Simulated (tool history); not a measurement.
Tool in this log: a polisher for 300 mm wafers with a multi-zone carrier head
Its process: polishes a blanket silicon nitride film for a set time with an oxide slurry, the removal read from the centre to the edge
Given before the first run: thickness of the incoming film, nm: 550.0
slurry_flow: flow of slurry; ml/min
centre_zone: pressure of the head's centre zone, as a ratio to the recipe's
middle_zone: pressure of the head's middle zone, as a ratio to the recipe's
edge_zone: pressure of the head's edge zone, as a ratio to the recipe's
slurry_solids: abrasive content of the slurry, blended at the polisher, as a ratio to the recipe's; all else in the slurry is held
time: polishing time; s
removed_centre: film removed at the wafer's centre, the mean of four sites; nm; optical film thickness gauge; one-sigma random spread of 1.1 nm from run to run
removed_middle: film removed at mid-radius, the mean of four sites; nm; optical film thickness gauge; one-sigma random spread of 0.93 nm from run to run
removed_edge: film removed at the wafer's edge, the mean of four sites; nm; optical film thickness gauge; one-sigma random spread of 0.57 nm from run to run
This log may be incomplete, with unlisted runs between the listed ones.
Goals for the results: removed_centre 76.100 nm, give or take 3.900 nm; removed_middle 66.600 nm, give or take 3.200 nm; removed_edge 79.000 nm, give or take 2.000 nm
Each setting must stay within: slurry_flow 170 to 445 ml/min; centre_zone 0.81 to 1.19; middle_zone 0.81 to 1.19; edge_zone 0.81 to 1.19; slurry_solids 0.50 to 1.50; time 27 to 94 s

| run | hour | slurry_flow | centre_zone | middle_zone | edge_zone | slurry_solids | time | removed_centre | removed_middle | removed_edge |
|---|---|---|---|---|---|---|---|---|---|---|
| 1 | 0.0 | 285 | 1.00 | 1.00 | 1.00 | 1.00 | 60 | 62.262 | 59.052 | 62.369 |
| 2 | 3.7 | 285 | 1.07 | 1.00 | 1.00 | 1.00 | 60 | 63.956 | 60.723 | 62.519 |
| 3 | 6.0 | 285 | 1.07 | 1.06 | 1.00 | 1.00 | 60 | 65.657 | 62.548 | 62.743 |
| 4 | 11.1 | 285 | 1.08 | 1.04 | 1.03 | 1.05 | 60 | 65.043 | 62.900 | 65.273 |
|  | 18.0 | centre zone pressure recalibrated |
| 5 | 18.0 | 285 | 1.08 | 1.08 | 1.03 | 1.05 | 60 | 63.919 | 65.907 | 65.129 |
| 6 | 22.5 | 285 | 1.08 | 1.14 | 1.03 | 1.05 | 60 | 64.666 | 66.380 | 65.276 |
| 7 | 25.2 | 285 | 1.10 | 1.09 | 1.05 | 1.10 | 60 | 66.549 | 66.633 | 66.681 |
| 8 | 26.8 | 285 | 1.11 | 1.06 | 1.07 | 1.15 | 60 | 67.949 | 67.106 | 69.128 |
| 9 | 33.5 | 290 | 1.12 | 1.03 | 1.09 | 1.15 | 60 | 67.876 | 65.169 | 69.398 |
| 10 | 36.9 | 290 | 1.13 | 1.01 | 1.10 | 1.20 | 60 | 69.248 | 67.392 | 71.400 |
| 11 | 45.0 | 290 | 1.14 | 0.98 | 1.11 | 1.20 | 60 | 70.293 | 65.281 | 71.775 |
| 12 | 48.7 | 290 | 1.15 | 0.97 | 1.12 | 1.20 | 60 | 73.562 | 63.424 | 72.208 |
| 13 | 53.3 | 290 | 1.15 | 0.97 | 1.12 | 1.20 | 60 | 70.755 | 63.461 | 72.211 |
| 14 | 58.1 | 290 | 1.16 | 0.97 | 1.13 | 1.20 | 60 | 71.002 | 62.883 | 72.102 |
| 15 | 66.1 | 295 | 1.16 | 0.97 | 1.14 | 1.20 | 60 | 72.702 | 65.060 | 73.495 |
| 16 | 70.1 | 300 | 1.16 | 0.96 | 1.15 | 1.20 | 60 | 71.779 | 63.039 | 72.988 |
| 17 | 78.9 | 300 | 1.17 | 0.95 | 1.17 | 1.30 | 60 | 73.476 | 65.041 | 76.421 |

Next run, 4 choices. One meets every target within its allowed miss, the rest don't. Which?
| A | 87.7 | 380 | 1.19 | 0.83 | 1.17 | 0.90 | 71 | ? | ? | ? |
| B | 87.7 | 310 | 1.19 | 1.00 | 1.16 | 1.35 | 58 | ? | ? | ? |
| C | 87.7 | 315 | 0.97 | 0.99 | 1.19 | 1.50 | 56 | ? | ? | ? |
| D | 87.7 | 210 | 1.18 | 0.96 | 1.19 | 1.00 | 71 | ? | ? | ? |

| move | removed_centre | removed_middle | removed_edge |
|---|---|---|---|
| A | 76.643 | 61.468 | 78.379 |
| B | 73.687 | 69.042 | 75.210 |
| C | 63.662 | 68.950 | 76.687 |
| D | 74.503 | 68.259 | 78.973 |
A: brings the result that was furthest off to its target, and leaves another outside
B: moves away from the targets compared with the last run
C: moves away from the targets compared with the last run
D: hits every target within its allowed miss
Move D is the one to make.
